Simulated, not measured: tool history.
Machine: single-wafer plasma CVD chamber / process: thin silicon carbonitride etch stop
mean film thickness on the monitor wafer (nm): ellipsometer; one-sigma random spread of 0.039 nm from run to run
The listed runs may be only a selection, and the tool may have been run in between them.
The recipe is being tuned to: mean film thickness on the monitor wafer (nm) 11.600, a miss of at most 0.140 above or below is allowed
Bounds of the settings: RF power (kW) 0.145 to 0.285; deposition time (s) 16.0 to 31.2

run  hour  RF power (kW)  deposition time (s)  mean film thickness on the monitor wafer (nm)
  1   0.0          0.215                 23.6                                         13.354
  2   6.8          0.205                 23.4                                         13.186
  3  11.7          0.205                 20.3                                         11.349
  4  17.4          0.205                 23.5                                         13.107
  5  18.6          0.195                 23.3                                         12.815
  6  26.3          0.190                 23.2                                         12.722
  7  26.8          0.185                 23.0                                         12.491
  8  30.7          0.180                 22.9                                         12.271
  9  37.0          0.175                 22.9                                         12.257
 10  43.7          0.175                 22.9                                         12.203
 11  47.3          0.170                 22.9                                         12.146
 12  56.2          0.145                 22.3                                         11.331

Which of these 5 next moves meets every target?
  A  65.1          0.150                 23.5                                              ?
  B  65.1          0.155                 23.0                                              ?
  C  65.1          0.155                 22.5                                              ?
  D  65.1          0.155                 21.3                                              ?
  E  65.1          0.155                 23.3                                              ?

move  mean film thickness on the monitor wafer (nm)
   A                                         12.043
   B                                         11.898
   C                                         11.639
   D                                         11.018
   E                                         12.053
A: moves the result that the last run missed by most past its target, out the other side
B: moves the result that the last run missed by most past its target, out the other side
C: every result lands within tolerance
D: the biggest miss grows against the last run
E: moves the result that the last run missed by most past its target, out the other side
The right move is C.

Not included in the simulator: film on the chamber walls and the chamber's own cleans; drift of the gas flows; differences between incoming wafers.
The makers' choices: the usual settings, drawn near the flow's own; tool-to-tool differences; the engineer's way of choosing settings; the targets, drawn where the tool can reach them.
